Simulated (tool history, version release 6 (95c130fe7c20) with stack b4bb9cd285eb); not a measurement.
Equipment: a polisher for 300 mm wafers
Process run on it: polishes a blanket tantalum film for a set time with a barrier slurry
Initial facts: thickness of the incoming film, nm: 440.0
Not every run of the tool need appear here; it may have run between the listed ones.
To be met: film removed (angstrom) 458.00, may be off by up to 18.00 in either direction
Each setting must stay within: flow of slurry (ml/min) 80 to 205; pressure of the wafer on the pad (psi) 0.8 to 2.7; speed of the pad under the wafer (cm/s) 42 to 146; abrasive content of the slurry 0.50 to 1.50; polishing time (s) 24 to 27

run,day,flow of slurry (ml/min),pressure of the wafer on the pad (psi),speed of the pad under the wafer (cm/s),abrasive content of the slurry,polishing time (s),film removed (angstrom)
1,0.000,135,1.7,94,1.00,27,320.45
2,0.133,135,1.5,94,1.00,27,298.15
3,0.492,135,1.5,94,1.00,24,263.25
4,0.704,165,1.5,94,1.00,24,269.91
5,0.838,150,1.5,94,1.00,24,267.98
6,1.142,150,1.7,94,1.00,24,293.45
7,1.221,150,1.8,94,1.00,24,309.04
8,1.338,150,1.9,94,1.00,24,324.51
9,1.550,160,2.4,96,1.00,24,397.69
10,1.871,160,2.6,98,1.00,24,434.67

Pick the move, out of 5, that brings all results within their allowed miss; only one does.
A,2.192,150,2.7,110,0.95,24,?
B,2.192,135,2.6,92,1.05,27,?
C,2.192,150,2.7,100,1.00,27,?
D,2.192,145,2.4,114,0.95,26,?
E,2.192,160,2.4,98,1.15,24,?

move,film removed (angstrom)
A,481.52
B,448.02
C,501.67
D,487.63
E,416.67
A: pushes the last run's worst result past its target
B: meets every target
C: pushes the last run's worst result past its target
D: pushes the last run's worst result past its target
E: lands further from the targets than the last run did
The right move is B.
